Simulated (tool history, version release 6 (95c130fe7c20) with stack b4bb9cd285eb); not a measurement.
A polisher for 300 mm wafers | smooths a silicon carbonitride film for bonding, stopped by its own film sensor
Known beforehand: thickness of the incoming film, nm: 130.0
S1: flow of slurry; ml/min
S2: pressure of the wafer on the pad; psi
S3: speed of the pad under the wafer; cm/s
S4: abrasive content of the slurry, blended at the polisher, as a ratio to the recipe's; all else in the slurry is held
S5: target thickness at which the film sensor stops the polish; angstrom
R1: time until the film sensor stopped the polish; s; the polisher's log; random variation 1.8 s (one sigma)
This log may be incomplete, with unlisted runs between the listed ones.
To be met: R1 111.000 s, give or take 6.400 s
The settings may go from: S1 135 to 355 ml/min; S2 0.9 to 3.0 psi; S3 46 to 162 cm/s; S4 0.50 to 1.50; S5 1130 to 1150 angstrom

run 1 day=0.000 | S1=225 S2=1.9 S3=104 S4=1.00 S5=1130 | R1=80.900
run 2 day=0.079 | S1=225 S2=1.9 S3=104 S4=1.00 S5=1150 | R1=70.463
run 3 day=0.362 | S1=225 S2=1.9 S3=116 S4=1.00 S5=1150 | R1=66.827
run 4 day=0.392 | S1=225 S2=1.9 S3=116 S4=1.00 S5=1150 | R1=66.125
run 5 day=0.454 | S1=225 S2=1.9 S3=128 S4=1.00 S5=1150 | R1=60.845
run 6 day=0.767 | S1=225 S2=2.2 S3=128 S4=1.00 S5=1150 | R1=52.820
run 7 day=1.121 | S1=225 S2=1.9 S3=122 S4=1.00 S5=1150 | R1=60.369
run 8 day=1.438 | S1=225 S2=1.7 S3=114 S4=1.00 S5=1150 | R1=75.010
run 9 day=1.712 | S1=225 S2=1.7 S3=114 S4=1.00 S5=1150 | R1=74.233
run 10 day=1.925 | S1=225 S2=1.5 S3=112 S4=1.00 S5=1150 | R1=84.200

Which single option among these 5 for the next run brings every result within its allowed miss of target? Just one does.
run A day=2.138 | S1=210 S2=1.2 S3=98 S4=1.00 S5=1130 | R1=?
run B day=2.138 | S1=205 S2=1.4 S3=86 S4=1.00 S5=1130 | R1=?
run C day=2.138 | S1=195 S2=1.1 S3=114 S4=1.05 S5=1130 | R1=?
run D day=2.138 | S1=220 S2=1.4 S3=114 S4=0.80 S5=1130 | R1=?
run E day=2.138 | S1=240 S2=1.0 S3=116 S4=0.95 S5=1130 | R1=?

move=A R1=130.720
move=B R1=126.810
move=C R1=123.810
move=D R1=111.280
move=E R1=134.890
A: takes the result that was furthest off past its target
B: takes the result that was furthest off past its target
C: takes the result that was furthest off past its target
D: all results in spec
E: takes the result that was furthest off past its target
The right move is D.

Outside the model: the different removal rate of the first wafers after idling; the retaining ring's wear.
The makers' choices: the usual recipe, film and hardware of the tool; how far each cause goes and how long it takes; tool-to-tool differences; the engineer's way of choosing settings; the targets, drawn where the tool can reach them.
